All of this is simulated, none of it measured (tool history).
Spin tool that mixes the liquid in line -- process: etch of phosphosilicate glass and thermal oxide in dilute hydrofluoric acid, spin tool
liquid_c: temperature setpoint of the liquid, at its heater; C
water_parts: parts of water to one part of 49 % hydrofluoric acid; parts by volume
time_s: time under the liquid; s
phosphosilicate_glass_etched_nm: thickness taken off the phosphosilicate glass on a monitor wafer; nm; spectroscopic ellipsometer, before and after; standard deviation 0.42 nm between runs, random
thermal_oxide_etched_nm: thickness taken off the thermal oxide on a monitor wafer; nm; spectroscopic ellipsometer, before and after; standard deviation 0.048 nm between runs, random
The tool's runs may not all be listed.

| run | hour | liquid_c | water_parts | time_s | phosphosilicate_glass_etched_nm | thermal_oxide_etched_nm |
|---|---|---|---|---|---|---|
| 1 | 0.0 | 23.0 | 70 | 30 | 71.486 | 1.9188 |
| 2 | 1.7 | 23.5 | 70 | 30 | 72.699 | 1.8083 |
| 3 | 10.3 | 23.5 | 60 | 30 | 85.905 | 2.2049 |
| 4 | 13.2 | 23.5 | 60 | 45 | 129.730 | 3.3362 |
| 5 | 22.0 | 23.0 | 60 | 45 | 126.450 | 3.1382 |
| 6 | 30.0 | 22.5 | 60 | 45 | 124.080 | 3.1994 |

What does the tool deliver on the next run?
| 7 | 31.2 | 22.0 | 60 | 45 | ? | ? |

phosphosilicate_glass_etched_nm: 121.160 nm
thermal_oxide_etched_nm: 3.1568 nm
